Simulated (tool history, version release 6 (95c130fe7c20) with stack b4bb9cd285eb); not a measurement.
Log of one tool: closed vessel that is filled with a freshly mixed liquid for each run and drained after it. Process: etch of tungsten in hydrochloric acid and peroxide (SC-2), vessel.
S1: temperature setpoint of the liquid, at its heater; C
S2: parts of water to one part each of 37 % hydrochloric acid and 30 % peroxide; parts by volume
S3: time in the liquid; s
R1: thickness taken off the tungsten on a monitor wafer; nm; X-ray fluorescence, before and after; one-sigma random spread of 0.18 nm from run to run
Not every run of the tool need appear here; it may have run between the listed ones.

run 1 hour=0 | S1=46 S2=7 S3=30 | R1=12.212
run 2 hour=0.7 | S1=47.5 S2=7 S3=30 | R1=13.689
run 3 hour=4.5 | S1=48.5 S2=7 S3=30 | R1=14.821
run 4 hour=10.8 | S1=48.5 S2=7 S3=30 | R1=14.569
run 5 hour=16.2 | S1=49 S2=7 S3=30 | R1=15.439
run 6 hour=20.7 | S1=49 S2=7 S3=30 | R1=15.011
run 7 hour=22.5 | S1=49.5 S2=7 S3=30 | R1=15.41
run 8 hour=27.4 | S1=50 S2=7 S3=30 | R1=16.184

Run 9 is up next; what results do you expect?
run 9 hour=28.6 | S1=50.5 S2=7 S3=30 | R1=?

Run 9 yielded R1 16.896 nm.
